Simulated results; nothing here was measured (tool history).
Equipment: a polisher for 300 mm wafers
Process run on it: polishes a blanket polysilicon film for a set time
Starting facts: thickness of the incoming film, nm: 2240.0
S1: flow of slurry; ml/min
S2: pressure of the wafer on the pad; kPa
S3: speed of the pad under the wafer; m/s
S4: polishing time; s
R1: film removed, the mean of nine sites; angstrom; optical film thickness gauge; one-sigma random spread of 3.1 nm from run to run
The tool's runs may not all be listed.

{"run": 1, "hour": 0.0, "S1": 170, "S2": 14.5, "S3": 1.12, "S4": 54, "R1": 2977.9}
{"run": 2, "hour": 8.5, "S1": 170, "S2": 14.5, "S3": 1.34, "S4": 54, "R1": 3567.4}
{"run": 3, "hour": 14.1, "S1": 170, "S2": 14.5, "S3": 1.34, "S4": 57, "R1": 3760.9}
{"run": 4, "hour": 18.9, "S1": 145, "S2": 14.5, "S3": 1.34, "S4": 57, "R1": 3652.9}
{"run": 5, "hour": 22.4, "S1": 165, "S2": 15.2, "S3": 1.34, "S4": 57, "R1": 3896.8}
{"run": 6, "hour": 25.9, "S1": 165, "S2": 15.2, "S3": 1.34, "S4": 54, "R1": 3726.8}

What will run 7 give?
{"run": 7, "hour": 34.4, "S1": 180, "S2": 15.9, "S3": 1.34, "S4": 54, "R1": "?"}

Run 7 produced R1 3920.1 angstrom.
